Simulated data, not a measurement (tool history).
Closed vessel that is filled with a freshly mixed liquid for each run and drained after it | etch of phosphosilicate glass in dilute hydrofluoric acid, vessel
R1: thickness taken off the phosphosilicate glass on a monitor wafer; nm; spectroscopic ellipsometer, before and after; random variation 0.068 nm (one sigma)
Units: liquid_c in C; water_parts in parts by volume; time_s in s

{"run": 1, "hour": 0.0, "liquid_c": 24, "water_parts": 250, "time_s": 30, "R1": 19.755}
{"run": 2, "hour": 5.3, "liquid_c": 24, "water_parts": 250, "time_s": 30, "R1": 19.809}
{"run": 3, "hour": 10.7, "liquid_c": 25.5, "water_parts": 250, "time_s": 30, "R1": 20.958}
{"run": 4, "hour": 13.3, "liquid_c": 25.5, "water_parts": 190, "time_s": 30, "R1": 29.297}
{"run": 5, "hour": 21.7, "liquid_c": 24, "water_parts": 190, "time_s": 30, "R1": 27.68}
{"run": 6, "hour": 29.2, "liquid_c": 22.5, "water_parts": 190, "time_s": 30, "R1": 26.209}
{"run": 7, "hour": 30.8, "liquid_c": 21.5, "water_parts": 190, "time_s": 30, "R1": 25.333}

The next listed run, before its measurement:
{"run": 8, "hour": 36.8, "liquid_c": 20.5, "water_parts": 190, "time_s": 30, "R1": "?"}

{"run 8": {"R1": 24.28}}

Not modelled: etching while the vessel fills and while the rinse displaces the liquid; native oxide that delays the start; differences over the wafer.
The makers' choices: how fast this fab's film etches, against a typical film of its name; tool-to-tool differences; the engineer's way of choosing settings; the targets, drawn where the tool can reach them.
